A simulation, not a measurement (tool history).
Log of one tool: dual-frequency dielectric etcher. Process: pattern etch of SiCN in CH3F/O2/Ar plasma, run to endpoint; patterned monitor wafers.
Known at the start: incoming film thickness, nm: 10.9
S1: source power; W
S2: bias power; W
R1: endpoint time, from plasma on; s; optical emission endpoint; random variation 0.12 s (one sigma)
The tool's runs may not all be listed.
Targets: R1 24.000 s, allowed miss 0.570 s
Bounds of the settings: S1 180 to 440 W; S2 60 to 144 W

Run 1, day 0.000: S1 310 W, S2 102 W. Result: R1 29.051 s.
Run 2, day 0.271: S1 330 W, S2 106 W. Result: R1 28.088 s.
Run 3, day 0.462: S1 350 W, S2 110 W. Result: R1 27.075 s.
Run 4, day 0.617: S1 350 W, S2 103 W. Result: R1 27.740 s.
Run 5, day 0.858: S1 330 W, S2 103 W. Result: R1 28.569 s.
Run 6, day 1.171: S1 280 W, S2 103 W. Result: R1 30.421 s.
Run 7, day 1.262: S1 310 W, S2 106 W. Result: R1 29.097 s.
Run 8, day 1.417: S1 370 W, S2 127 W. Result: R1 24.729 s.

Which of these 5 next moves meets every target?
Run A, day 1.571: S1 410 W, S2 144 W. Result: R1 ?.
Run B, day 1.571: S1 380 W, S2 123 W. Result: R1 ?.
Run C, day 1.571: S1 370 W, S2 142 W. Result: R1 ?.
Run D, day 1.571: S1 420 W, S2 144 W. Result: R1 ?.
Run E, day 1.571: S1 320 W, S2 144 W. Result: R1 ?.

move      R1
   A  22.879
   B  25.091
   C  23.989
   D  22.657
   E  25.334
A: takes the result that was furthest off past its target
B: further off than the last run
C: meets every target
D: takes the result that was furthest off past its target
E: further off than the last run
Move C is the one to make.
